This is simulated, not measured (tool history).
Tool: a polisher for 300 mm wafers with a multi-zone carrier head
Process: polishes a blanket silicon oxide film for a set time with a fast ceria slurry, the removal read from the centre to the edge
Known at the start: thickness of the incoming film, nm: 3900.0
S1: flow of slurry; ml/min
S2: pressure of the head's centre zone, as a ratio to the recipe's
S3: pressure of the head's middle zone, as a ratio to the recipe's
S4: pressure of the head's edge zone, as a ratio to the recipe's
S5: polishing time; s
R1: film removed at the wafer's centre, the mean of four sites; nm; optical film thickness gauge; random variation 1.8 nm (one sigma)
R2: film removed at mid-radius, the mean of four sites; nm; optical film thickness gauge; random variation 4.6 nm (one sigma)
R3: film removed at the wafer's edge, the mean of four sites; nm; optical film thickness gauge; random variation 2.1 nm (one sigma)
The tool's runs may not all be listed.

run,hour,S1,S2,S3,S4,S5,R1,R2,R3
1,0.0,245,1.00,1.00,1.00,32,439.75,444.29,450.12
2,2.9,245,1.00,1.00,1.04,32,444.71,441.19,460.13
3,7.0,240,0.98,1.00,0.98,29,392.07,405.24,401.39
4,13.3,240,0.98,0.93,0.98,29,391.77,385.92,406.38
5,14.0,280,0.98,0.93,0.98,29,399.31,383.39,407.33
6,18.6,250,0.98,0.93,0.98,29,396.06,386.17,402.58
7,23.8,245,0.95,0.93,0.93,27,351.02,359.93,365.21
8,25.6,225,0.92,0.97,0.83,22,276.87,296.66,278.83
9,30.2,240,0.92,0.99,0.85,22,282.57,295.26,279.99
10,38.3,220,0.92,1.01,0.87,22,275.85,301.59,289.00

Run 11 has not been measured yet. What should we expect?
# hour 39.9: worn pad replaced by a new one
11,39.9,225,0.92,1.03,0.88,22,?,?,?

R1: 304.38 nm
R2: 331.28 nm
R3: 315.73 nm

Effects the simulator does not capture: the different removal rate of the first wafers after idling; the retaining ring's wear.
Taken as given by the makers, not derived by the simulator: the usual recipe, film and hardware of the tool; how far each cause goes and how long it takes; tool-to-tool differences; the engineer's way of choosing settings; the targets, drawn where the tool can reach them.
